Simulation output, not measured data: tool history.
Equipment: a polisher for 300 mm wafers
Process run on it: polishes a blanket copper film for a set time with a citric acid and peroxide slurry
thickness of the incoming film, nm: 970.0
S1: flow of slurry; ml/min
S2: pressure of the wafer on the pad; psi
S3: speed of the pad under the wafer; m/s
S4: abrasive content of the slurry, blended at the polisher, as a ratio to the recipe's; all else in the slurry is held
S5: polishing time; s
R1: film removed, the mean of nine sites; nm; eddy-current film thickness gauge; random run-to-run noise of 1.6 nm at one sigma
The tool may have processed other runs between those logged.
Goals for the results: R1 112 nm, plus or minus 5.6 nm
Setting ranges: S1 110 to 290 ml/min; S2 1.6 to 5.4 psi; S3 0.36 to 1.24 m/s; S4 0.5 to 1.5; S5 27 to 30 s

run,hour,S1,S2,S3,S4,S5,R1
1,0,185,3.5,0.8,1,30,67.152
2,6.5,185,4,0.82,1,30,76.121
3,9,185,4,0.82,1.15,30,79.332
4,10.4,205,4,0.82,1.15,30,81.33
5,17.2,210,4.3,0.82,1.15,30,85.563
6,25.6,210,4.9,0.82,1.15,30,97.095
7,32.7,210,5,0.84,1.15,30,98.665
8,38.9,210,5.1,0.86,1.15,30,105.18

Which one of the following 5 next-run settings gets every result inside its allowed miss? There is exactly one.
A,45.1,210,5.3,0.82,1.15,28,?
B,45.1,185,5.3,0.78,1.4,30,?
C,45.1,200,5.1,0.82,1.1,29,?
D,45.1,190,5.2,0.98,1,29,?
E,45.1,235,5.1,0.8,1.15,29,?

move,R1
A,98.582
B,103.04
C,97.032
D,112.76
E,97.793
A: lands further from the targets than the last run did
B: lands further from the targets than the last run did
C: lands further from the targets than the last run did
D: in spec on every target
E: lands further from the targets than the last run did
D is the move that brings every result within its allowed miss.
